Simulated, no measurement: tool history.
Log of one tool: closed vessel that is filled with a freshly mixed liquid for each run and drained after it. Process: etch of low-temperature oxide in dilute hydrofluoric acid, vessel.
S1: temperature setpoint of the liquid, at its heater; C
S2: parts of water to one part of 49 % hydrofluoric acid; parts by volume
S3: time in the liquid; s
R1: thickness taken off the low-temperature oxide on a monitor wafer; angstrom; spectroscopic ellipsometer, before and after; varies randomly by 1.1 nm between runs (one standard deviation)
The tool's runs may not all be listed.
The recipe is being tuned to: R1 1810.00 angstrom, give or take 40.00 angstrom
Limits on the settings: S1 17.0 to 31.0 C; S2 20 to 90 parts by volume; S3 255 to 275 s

run,hour,S1,S2,S3,R1
1,0.0,23.0,50,255,722.70
2,5.1,24.5,45,255,866.21
3,6.3,26.5,45,255,945.50
4,12.9,25.0,45,255,879.70
5,19.6,25.0,45,275,939.53
6,23.1,25.0,45,255,881.39
7,30.7,26.5,40,255,1050.30
8,32.4,27.5,35,255,1278.00
9,35.1,31.0,25,255,2094.70
10,36.9,30.5,25,255,2057.90

Below are 5 possible settings for the next run. Only one of them brings all results inside the allowed miss of their targets. Which is it?
A,38.7,27.5,25,275,?
B,38.7,30.5,30,255,?
C,38.7,31.0,25,275,?
D,38.7,31.0,25,270,?
E,38.7,31.0,30,270,?

move,R1
A,1961.90
B,1698.30
C,2260.30
D,2219.20
E,1834.30
A: nearer the targets than the last run, but a result is still out of spec
B: takes the result that was furthest off past its target
C: further off than the last run
D: further off than the last run
E: each result inside its tolerance
So the answer is move E, the one that meets all the targets.
